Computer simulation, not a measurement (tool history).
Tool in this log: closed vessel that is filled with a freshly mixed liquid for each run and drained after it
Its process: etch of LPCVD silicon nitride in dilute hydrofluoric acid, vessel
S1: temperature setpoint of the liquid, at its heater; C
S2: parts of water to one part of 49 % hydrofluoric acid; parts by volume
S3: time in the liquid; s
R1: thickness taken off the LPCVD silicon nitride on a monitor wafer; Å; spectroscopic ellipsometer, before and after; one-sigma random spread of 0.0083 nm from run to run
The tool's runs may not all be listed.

run  hour    S1   S2   S3      R1
  1     0    23  245  480  9.1282
  2   9.5  23.5  245  480  9.3756
  3  14.8    24  245  480  9.6601
  4  23.1    24  245  480  9.8418
  5  26.3    24  330  480  7.2344
  6  33.8  25.5  330  480    7.85
  7  43.4  26.5  330  480  8.3641
  8  52.1  27.5  330  480  8.8289
  9  58.3  28.5  330  480  9.3825
 10  66.3    29  330  480  9.7234

Forecast run 11:
 11  74.7  29.5  330  480   ?

{"run 11": {"R1": 9.915}}

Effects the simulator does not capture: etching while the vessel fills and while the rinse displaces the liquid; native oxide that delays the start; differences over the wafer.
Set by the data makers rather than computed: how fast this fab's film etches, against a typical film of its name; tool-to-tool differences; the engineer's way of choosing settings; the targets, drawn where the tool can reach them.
